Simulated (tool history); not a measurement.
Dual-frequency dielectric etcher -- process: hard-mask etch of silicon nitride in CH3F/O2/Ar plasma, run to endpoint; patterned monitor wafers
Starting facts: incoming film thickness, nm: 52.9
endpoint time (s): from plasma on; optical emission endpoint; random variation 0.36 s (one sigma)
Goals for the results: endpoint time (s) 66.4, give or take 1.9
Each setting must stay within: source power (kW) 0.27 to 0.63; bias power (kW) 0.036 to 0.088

run,day,source power (kW),bias power (kW),endpoint time (s)
1,0,0.45,0.062,79.172
2,0.038,0.45,0.057,80.756
3,0.175,0.51,0.057,78.098
4,0.292,0.46,0.057,80.559
5,0.633,0.47,0.059,79.303
6,0.946,0.48,0.061,78.047
7,1.125,0.49,0.063,76.721
8,1.288,0.5,0.064,75.922
9,1.496,0.51,0.065,75.058

Exercise: of the 5 proposed moves below, exactly one satisfies all targets within the stated allowed misses. Which move is it?
A,1.704,0.63,0.087,?
B,1.704,0.63,0.074,?
C,1.704,0.63,0.086,?
D,1.704,0.45,0.045,?
E,1.704,0.44,0.04,?

move,endpoint time (s)
A,63.464
B,66.788
C,63.701
D,86.815
E,90.258
A: carries the result that was furthest off beyond its target, to the other side
B: each result inside its tolerance
C: carries the result that was furthest off beyond its target, to the other side
D: its largest miss is bigger than the last run's
E: its largest miss is bigger than the last run's
The move that meets every target is B.

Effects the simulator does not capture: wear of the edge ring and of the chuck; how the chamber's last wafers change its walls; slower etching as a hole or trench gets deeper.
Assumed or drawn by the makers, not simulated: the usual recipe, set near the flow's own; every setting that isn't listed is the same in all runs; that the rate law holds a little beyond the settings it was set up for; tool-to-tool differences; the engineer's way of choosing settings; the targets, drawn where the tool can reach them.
